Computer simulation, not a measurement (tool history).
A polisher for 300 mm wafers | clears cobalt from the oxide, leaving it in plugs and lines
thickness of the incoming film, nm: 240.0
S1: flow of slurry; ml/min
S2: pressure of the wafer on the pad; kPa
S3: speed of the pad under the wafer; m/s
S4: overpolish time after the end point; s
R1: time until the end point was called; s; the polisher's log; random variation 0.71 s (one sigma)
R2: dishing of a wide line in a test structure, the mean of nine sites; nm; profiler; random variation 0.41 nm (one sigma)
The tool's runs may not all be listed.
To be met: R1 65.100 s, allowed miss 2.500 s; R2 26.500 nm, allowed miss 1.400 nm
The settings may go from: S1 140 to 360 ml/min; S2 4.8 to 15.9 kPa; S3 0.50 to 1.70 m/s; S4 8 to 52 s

{"run": 1, "hour": 0.0, "S1": 230, "S2": 10.3, "S3": 1.1, "S4": 26, "R1": 58.158, "R2": 36.177}
{"run": 2, "hour": 5.5, "S1": 225, "S2": 10.3, "S3": 1.1, "S4": 24, "R1": 58.136, "R2": 35.48}
{"run": 3, "hour": 9.8, "S1": 225, "S2": 10.3, "S3": 1.1, "S4": 34, "R1": 57.415, "R2": 38.308}
{"run": 4, "hour": 14.3, "S1": 225, "S2": 10.3, "S3": 1.34, "S4": 34, "R1": 50.133, "R2": 37.297}
{"run": 5, "hour": 21.4, "S1": 225, "S2": 10.3, "S3": 1.1, "S4": 34, "R1": 56.747, "R2": 37.564}
{"run": 6, "hour": 29.2, "S1": 215, "S2": 9.7, "S3": 1.18, "S4": 31, "R1": 59.151, "R2": 37.518}
{"run": 7, "hour": 37.2, "S1": 230, "S2": 9.7, "S3": 1.16, "S4": 28, "R1": 58.539, "R2": 36.94}
{"run": 8, "hour": 42.8, "S1": 220, "S2": 10.3, "S3": 1.1, "S4": 26, "R1": 57.4, "R2": 36.433}
{"run": 9, "hour": 43.8, "S1": 235, "S2": 9.7, "S3": 1.12, "S4": 24, "R1": 61.691, "R2": 36.012}
{"run": 10, "hour": 49.0, "S1": 225, "S2": 9.7, "S3": 1.1, "S4": 22, "R1": 61.368, "R2": 34.48}
{"run": 11, "hour": 56.8, "S1": 215, "S2": 9.7, "S3": 1.14, "S4": 20, "R1": 58.818, "R2": 35.399}
{"run": 12, "hour": 64.2, "S1": 230, "S2": 9.7, "S3": 1.1, "S4": 19, "R1": 61.52, "R2": 33.63}
{"run": 13, "hour": 65.5, "S1": 245, "S2": 9.7, "S3": 1.1, "S4": 18, "R1": 60.614, "R2": 33.106}
{"run": 14, "hour": 69.9, "S1": 260, "S2": 9.7, "S3": 1.1, "S4": 17, "R1": 59.182, "R2": 33.013}
{"run": 15, "hour": 74.6, "S1": 205, "S2": 9.0, "S3": 1.1, "S4": 8, "R1": 66.487, "R2": 21.727}
{"run": 16, "hour": 77.3, "S1": 210, "S2": 9.0, "S3": 1.1, "S4": 8, "R1": 65.493, "R2": 21.332}
{"run": 17, "hour": 78.2, "S1": 215, "S2": 9.0, "S3": 1.1, "S4": 8, "R1": 66.813, "R2": 21.522}
{"run": 18, "hour": 82.8, "S1": 220, "S2": 9.0, "S3": 1.1, "S4": 8, "R1": 65.643, "R2": 22.067}
{"run": 19, "hour": 87.7, "S1": 225, "S2": 9.0, "S3": 1.1, "S4": 8, "R1": 65.72, "R2": 22.262}
{"run": 20, "hour": 91.7, "S1": 230, "S2": 9.0, "S3": 1.1, "S4": 8, "R1": 65.774, "R2": 22.277}
{"run": 21, "hour": 98.5, "S1": 235, "S2": 9.0, "S3": 1.1, "S4": 8, "R1": 66.649, "R2": 21.712}

4 next moves are on the table. One of them brings every result within its allowed miss. Which?
{"run": "A", "hour": 105.3, "S1": 250, "S2": 9.0, "S3": 1.22, "S4": 9, "R1": "?", "R2": "?"}
{"run": "B", "hour": 105.3, "S1": 255, "S2": 9.0, "S3": 1.1, "S4": 11, "R1": "?", "R2": "?"}
{"run": "C", "hour": 105.3, "S1": 250, "S2": 10.3, "S3": 1.02, "S4": 10, "R1": "?", "R2": "?"}
{"run": "D", "hour": 105.3, "S1": 215, "S2": 9.0, "S3": 1.14, "S4": 9, "R1": "?", "R2": "?"}

move=A R1=62.277 R2=24.850
move=B R1=66.814 R2=26.687
move=C R1=61.360 R2=26.523
move=D R1=66.409 R2=23.957
A: nearer than the last run, and not there yet
B: meets every target
C: brings the result that was furthest off to its target, and leaves another outside
D: nearer than the last run, and not there yet
Move B is the one to make.
